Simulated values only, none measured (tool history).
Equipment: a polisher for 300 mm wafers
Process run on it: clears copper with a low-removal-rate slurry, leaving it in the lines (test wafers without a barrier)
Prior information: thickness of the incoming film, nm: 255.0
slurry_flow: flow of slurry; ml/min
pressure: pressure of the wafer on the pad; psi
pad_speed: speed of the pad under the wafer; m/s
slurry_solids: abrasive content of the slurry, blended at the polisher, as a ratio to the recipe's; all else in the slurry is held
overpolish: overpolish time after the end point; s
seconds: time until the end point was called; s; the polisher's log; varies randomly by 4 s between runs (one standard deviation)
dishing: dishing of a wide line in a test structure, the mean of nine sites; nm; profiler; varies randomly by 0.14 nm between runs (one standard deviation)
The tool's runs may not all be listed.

run	hour	slurry_flow	pressure	pad_speed	slurry_solids	overpolish	seconds	dishing
1	0.0	250	2.1	1.26	1.00	20	120.26	23.0160
2	8.1	250	2.1	1.02	1.00	20	152.71	20.0140
3	15.5	250	1.9	1.04	1.00	17	159.80	15.8680
4	17.0	260	1.7	1.04	1.05	15	172.79	13.9510
5	23.2	240	1.6	1.08	0.95	13	184.25	11.7570
6	30.7	225	1.5	1.16	0.85	12	192.27	11.4090
7	37.5	255	1.4	1.10	0.95	11	203.32	9.4675
8	45.3	280	1.3	1.14	0.95	10	205.20	8.6124
9	48.4	350	1.0	1.32	0.75	6	239.95	4.7558
10	56.3	320	1.3	1.38	0.70	6	182.29	6.1635

Expected results for the next run?
11	59.4	325	1.3	1.38	0.70	6	?	?

seconds: 187.65 s
dishing: 6.0214 nm
